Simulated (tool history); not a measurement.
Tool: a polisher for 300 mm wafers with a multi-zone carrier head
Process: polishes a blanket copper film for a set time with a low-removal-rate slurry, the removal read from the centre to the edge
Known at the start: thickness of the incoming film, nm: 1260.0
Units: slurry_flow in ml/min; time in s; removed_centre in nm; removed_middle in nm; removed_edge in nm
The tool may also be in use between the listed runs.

run  hour  slurry_flow  centre_zone  middle_zone  edge_zone  slurry_solids  time  removed_centre  removed_middle  removed_edge
  1     0          120            1            1          1              1    67          192.64          204.91        199.87
  2   1.5          120            1            1          1            0.8    67           185.9          190.13        190.79
  3   5.6          120         0.92            1          1            0.8    67          174.76           193.5        189.49
  4  13.8          120         0.92            1          1            0.8    52          133.99           148.2        150.01
  5  15.5          125         0.94         1.01       1.03           0.95    55          152.12          164.31        166.09
  6  16.1          125         0.94         1.02       1.05           1.05    58          160.13          179.15        183.42

Forecast run 7:
  7  19.3          130         0.96         1.04       1.06           1.15    60               ?               ?             ?

{"run 7": {"removed_centre": 176.63, "removed_middle": 194.95, "removed_edge": 192.07}}
